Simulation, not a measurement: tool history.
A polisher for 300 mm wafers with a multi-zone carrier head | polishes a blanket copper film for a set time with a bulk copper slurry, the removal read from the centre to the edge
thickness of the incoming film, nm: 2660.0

| run | hour | flow of slurry (ml/min) | pressure of the head's centre zone | pressure of the head's middle zone | pressure of the head's edge zone | abrasive content of the slurry | polishing time (s) | film removed at the wafer's centre (angstrom) | film removed at mid-radius (angstrom) | film removed at the wafer's edge (angstrom) |
|---|---|---|---|---|---|---|---|---|---|---|
| 1 | 0.0 | 215 | 1.00 | 1.00 | 1.00 | 1.00 | 67 | 5422.8 | 5358.9 | 5454.7 |
| 2 | 6.6 | 225 | 1.02 | 0.99 | 1.04 | 1.15 | 69 | 5851.9 | 5704.7 | 5915.5 |
| 3 | 10.8 | 230 | 1.05 | 0.97 | 1.07 | 1.25 | 70 | 6243.5 | 5696.7 | 6145.8 |
| 4 | 13.6 | 240 | 1.06 | 0.96 | 1.10 | 1.30 | 72 | 6553.9 | 5996.3 | 6596.6 |
| 5 | 19.9 | 255 | 1.08 | 0.95 | 1.12 | 1.35 | 72 | 6763.6 | 5958.9 | 6751.7 |
| 6 | 28.4 | 305 | 1.08 | 0.95 | 1.12 | 1.35 | 72 | 6876.4 | 6202.3 | 6814.0 |
| 7 | 30.2 | 305 | 1.09 | 0.94 | 1.13 | 1.40 | 72 | 7148.1 | 6110.0 | 6874.8 |

Estimate the outcome of run 8 from the log above:
| 8 | 34.0 | 310 | 1.07 | 0.94 | 1.19 | 1.50 | 74 | ? | ? | ? |

{"run 8": {"film removed at the wafer's centre (angstrom)": 7257.8, "film removed at mid-radius (angstrom)": 6453.8, "film removed at the wafer's edge (angstrom)": 7446.9}}
